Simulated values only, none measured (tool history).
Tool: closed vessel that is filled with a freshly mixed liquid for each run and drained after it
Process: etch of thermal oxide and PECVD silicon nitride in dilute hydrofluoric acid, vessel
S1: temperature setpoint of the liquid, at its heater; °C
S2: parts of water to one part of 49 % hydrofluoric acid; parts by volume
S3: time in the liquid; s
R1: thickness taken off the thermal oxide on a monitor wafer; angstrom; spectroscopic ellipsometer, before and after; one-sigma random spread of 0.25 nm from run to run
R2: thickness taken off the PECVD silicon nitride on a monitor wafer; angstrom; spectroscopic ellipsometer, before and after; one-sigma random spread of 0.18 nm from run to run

| run | hour | S1 | S2 | S3 | R1 | R2 |
|---|---|---|---|---|---|---|
| 1 | 0.0 | 22.0 | 90 | 460 | 240.77 | 197.920 |
| 2 | 6.8 | 19.5 | 90 | 460 | 216.57 | 168.570 |
| 3 | 12.5 | 19.5 | 100 | 460 | 196.31 | 149.990 |
| 4 | 13.1 | 17.0 | 100 | 460 | 175.92 | 126.010 |
| 5 | 19.6 | 17.0 | 80 | 460 | 224.62 | 158.040 |
| 6 | 21.8 | 17.0 | 80 | 265 | 129.05 | 90.248 |
| 7 | 28.5 | 21.0 | 45 | 245 | 267.38 | 192.800 |
| 8 | 36.3 | 22.0 | 50 | 255 | 252.78 | 197.100 |
| 9 | 37.9 | 22.5 | 50 | 255 | 263.36 | 206.410 |

Forecast run 10:
| 10 | 46.7 | 23.0 | 50 | 255 | ? | ? |

R1: 261.29 angstrom
R2: 210.340 angstrom
